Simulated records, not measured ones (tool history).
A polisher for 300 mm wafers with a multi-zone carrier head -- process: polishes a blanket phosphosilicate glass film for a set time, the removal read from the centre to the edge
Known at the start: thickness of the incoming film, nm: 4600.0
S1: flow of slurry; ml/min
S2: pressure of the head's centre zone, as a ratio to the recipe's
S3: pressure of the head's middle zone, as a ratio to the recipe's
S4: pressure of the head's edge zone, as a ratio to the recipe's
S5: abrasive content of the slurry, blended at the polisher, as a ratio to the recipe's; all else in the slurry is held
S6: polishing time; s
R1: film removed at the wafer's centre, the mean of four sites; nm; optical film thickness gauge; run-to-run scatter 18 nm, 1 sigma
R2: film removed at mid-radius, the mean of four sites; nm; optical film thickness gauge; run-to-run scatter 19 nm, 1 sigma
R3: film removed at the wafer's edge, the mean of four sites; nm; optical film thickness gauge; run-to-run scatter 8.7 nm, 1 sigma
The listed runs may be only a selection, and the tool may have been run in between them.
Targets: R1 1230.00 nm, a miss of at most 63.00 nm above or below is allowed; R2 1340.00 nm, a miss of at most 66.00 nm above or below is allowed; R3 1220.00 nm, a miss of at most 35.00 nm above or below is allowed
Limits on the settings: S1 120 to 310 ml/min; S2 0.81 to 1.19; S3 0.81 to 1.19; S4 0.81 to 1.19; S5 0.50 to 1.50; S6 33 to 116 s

run    day   S1    S2    S3    S4    S5  S6       R1       R2       R3
  1  0.000  200  1.00  1.00  1.00  1.00  74   956.03   955.48   942.31
  2  0.088  200  1.00  1.00  1.00  1.00  64   813.07   832.95   807.24
  3  0.204  200  1.00  1.00  1.00  1.20  64   880.41   876.32   864.39
  4  0.517  200  1.00  1.00  1.00  1.00  64   844.06   801.58   808.52
  5  0.804  245  1.00  1.00  1.00  1.00  64   830.84   815.88   811.40
  6  0.892  245  1.01  1.03  1.02  1.15  68   947.42   936.90   925.08
  7  0.958  245  1.01  1.03  1.02  1.15  68   974.40   956.80   936.65
  8  1.150  245  1.00  1.06  1.04  1.25  69   977.95  1006.30   963.30
  9  1.233  245  1.00  1.08  1.05  1.30  72  1035.40  1118.50  1041.90
 10  1.417  245  1.01  1.09  1.07  1.35  73  1087.20  1112.50  1083.30
 11  1.592  250  1.01  1.11  1.07  1.40  74  1135.40  1186.40  1101.20
 12  1.638  250  1.01  1.12  1.08  1.45  75  1167.20  1259.50  1155.10
 13  1.679  250  1.01  1.13  1.09  1.45  75  1153.10  1259.40  1139.50
 14  1.958  255  1.01  1.13  1.10  1.45  76  1150.50  1266.50  1168.70

Exercise: of the 5 proposed moves below, exactly one satisfies all targets within the stated allowed misses. Which move is it?
  A  2.238  265  0.93  1.19  1.04  1.50  76   ?   ?   ?
  B  2.238  270  1.02  1.19  1.02  1.50  74   ?   ?   ?
  C  2.238  250  0.99  1.19  1.02  1.40  76   ?   ?   ?
  D  2.238  220  1.02  1.16  1.12  1.50  79   ?   ?   ?
  E  2.238  235  1.07  1.00  1.12  1.50  79   ?   ?   ?

move       R1       R2       R3
   A  1062.30  1335.10  1142.40
   B  1137.40  1301.60  1104.40
   C  1099.60  1298.00  1103.10
   D  1187.70  1332.40  1211.00
   E  1254.10  1181.30  1219.60
A: moves away from the targets compared with the last run
B: moves away from the targets compared with the last run
C: moves away from the targets compared with the last run
D: all results land within tolerance of their targets
E: puts the biggest miss on target and leaves a different result outside tolerance
The right move is D.

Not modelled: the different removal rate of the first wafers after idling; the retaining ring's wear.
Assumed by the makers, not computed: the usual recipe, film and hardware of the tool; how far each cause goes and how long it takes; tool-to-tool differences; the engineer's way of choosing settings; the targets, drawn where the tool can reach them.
